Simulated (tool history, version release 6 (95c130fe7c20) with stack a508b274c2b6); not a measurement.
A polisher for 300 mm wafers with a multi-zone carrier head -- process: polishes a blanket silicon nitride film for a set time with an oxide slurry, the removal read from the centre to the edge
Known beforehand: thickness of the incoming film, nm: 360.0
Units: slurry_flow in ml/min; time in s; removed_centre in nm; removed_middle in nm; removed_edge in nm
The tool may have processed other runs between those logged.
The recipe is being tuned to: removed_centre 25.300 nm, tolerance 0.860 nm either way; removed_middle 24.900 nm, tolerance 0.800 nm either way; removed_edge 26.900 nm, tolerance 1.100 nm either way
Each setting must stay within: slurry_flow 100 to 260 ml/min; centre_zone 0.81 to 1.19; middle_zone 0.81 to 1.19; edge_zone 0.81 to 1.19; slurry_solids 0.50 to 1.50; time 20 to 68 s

| run | day | slurry_flow | centre_zone | middle_zone | edge_zone | slurry_solids | time | removed_centre | removed_middle | removed_edge |
|---|---|---|---|---|---|---|---|---|---|---|
| 1 | 0.000 | 165 | 1.00 | 1.00 | 1.00 | 1.00 | 44 | 29.130 | 27.532 | 27.893 |
| 2 | 0.154 | 165 | 1.00 | 1.00 | 1.00 | 1.15 | 44 | 30.687 | 29.228 | 30.341 |
| 3 | 0.221 | 165 | 1.00 | 1.00 | 1.00 | 1.15 | 51 | 36.397 | 33.403 | 34.705 |
| 4 | 0.529 | 155 | 0.96 | 0.97 | 0.98 | 1.05 | 51 | 33.082 | 32.208 | 33.267 |
| 5 | 0.654 | 150 | 0.95 | 0.94 | 0.98 | 0.95 | 51 | 31.484 | 28.889 | 31.384 |
| 6 | 0.892 | 150 | 0.95 | 0.94 | 0.98 | 0.95 | 57 | 35.388 | 32.337 | 34.809 |
| 7 | 1.242 | 120 | 0.85 | 0.87 | 0.88 | 0.70 | 56 | 26.770 | 25.151 | 28.590 |
| 8 | 1.304 | 120 | 0.85 | 0.88 | 0.87 | 0.70 | 56 | 26.472 | 25.376 | 27.833 |
| 9 | 1.608 | 115 | 0.85 | 0.88 | 0.86 | 0.70 | 56 | 26.296 | 25.348 | 27.103 |

Pick the move, out of 4, that brings all results within their allowed miss; only one does.
| A | 1.912 | 100 | 0.91 | 0.81 | 0.90 | 0.65 | 59 | ? | ? | ? |
| B | 1.912 | 105 | 0.93 | 0.97 | 1.00 | 0.75 | 49 | ? | ? | ? |
| C | 1.912 | 100 | 0.86 | 0.98 | 0.94 | 0.55 | 62 | ? | ? | ? |
| D | 1.912 | 115 | 0.85 | 0.94 | 0.84 | 0.55 | 65 | ? | ? | ? |

| move | removed_centre | removed_middle | removed_edge |
|---|---|---|---|
| A | 27.362 | 23.720 | 28.557 |
| B | 25.015 | 24.711 | 26.816 |
| C | 25.351 | 26.791 | 28.038 |
| D | 27.006 | 27.721 | 28.366 |
A: the biggest miss grows against the last run
B: each result inside its tolerance
C: puts the biggest miss on target and leaves a different result outside tolerance
D: the biggest miss grows against the last run
Move B is the one to make.
